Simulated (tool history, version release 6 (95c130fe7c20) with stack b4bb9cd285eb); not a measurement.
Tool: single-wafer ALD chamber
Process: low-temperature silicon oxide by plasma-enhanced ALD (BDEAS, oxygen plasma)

run  hour  heater temperature setpoint (deg C)  number of ALD cycles (cycles)  mean film thickness on the monitor wafer (nm)
  1   0.0                                   85                             19                                         2.7965
  2   8.4                                   79                             19                                         2.8486
  3  10.5                                   83                             18                                         2.7009
  4  16.6                                   77                             18                                         2.7362
  5  21.0                                   77                             20                                         3.0512
  6  28.8                                   86                             20                                         2.9331
  7  36.3                                   89                             19                                         2.7491
  8  39.3                                   92                             18                                         2.5794
  9  41.7                                   95                             18                                         2.5531
 10  43.9                                   97                             18                                         2.5524
 11  48.9                                   99                             17                                         2.3859
 12  54.6                                  101                             17                                         2.3798
 13  59.9                                  102                             17                                         2.3775
 14  60.7                                  103                             17                                         2.3691

The next listed run, before its measurement:
 15  69.7                                  104                             17                                              ?

Run 15 gave mean film thickness on the monitor wafer (nm) 2.3558.
